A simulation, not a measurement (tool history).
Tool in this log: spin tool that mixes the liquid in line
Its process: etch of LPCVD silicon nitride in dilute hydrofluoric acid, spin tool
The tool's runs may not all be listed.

run	hour	temperature setpoint of the liquid (K)	parts of water to one part of 49 % hydrofluoric acid (parts by volume)	time under the liquid (s)	thickness taken off the LPCVD silicon nitride on a monitor wafer (nm)
1	0	298.15	165	270	0.85116
2	3.2	297.65	175	270	0.74442
3	8.1	294.65	175	270	0.70873
4	11.4	294.65	175	295	0.75084
5	16.9	294.65	185	290	0.70374
6	25.3	294.65	190	285	0.61941

Run 7, settings as shown, results not yet in. Your forecast:
7	33.7	294.65	195	285	?

thickness taken off the LPCVD silicon nitride on a monitor wafer (nm): 0.67056

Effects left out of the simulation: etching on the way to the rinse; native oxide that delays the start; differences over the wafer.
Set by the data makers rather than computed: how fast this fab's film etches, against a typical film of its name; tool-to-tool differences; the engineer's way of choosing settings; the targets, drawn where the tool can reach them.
